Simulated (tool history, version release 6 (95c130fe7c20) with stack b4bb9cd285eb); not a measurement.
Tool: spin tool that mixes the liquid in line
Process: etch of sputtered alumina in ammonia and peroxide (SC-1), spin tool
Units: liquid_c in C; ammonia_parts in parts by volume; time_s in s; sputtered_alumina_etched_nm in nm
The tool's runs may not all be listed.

run,day,liquid_c,ammonia_parts,time_s,sputtered_alumina_etched_nm
1,0,49,1,250,7.5504
2,0.267,54,1,250,9.875
3,0.408,51.5,1,250,8.6796
4,0.742,49.5,1,250,7.8988
5,0.812,48,1,250,7.2093
6,1.033,53.5,1,250,9.7678
7,1.358,51,1,250,8.5009
8,1.475,49,1,250,7.8243
9,1.825,47.5,1,250,6.9692
10,2.129,46.5,1,250,6.686
11,2.279,45.5,1,250,6.2503
12,2.554,45,1,250,6.1353

Forecast run 13:
13,2.671,44.5,1,250,?

sputtered_alumina_etched_nm: 5.92 nm
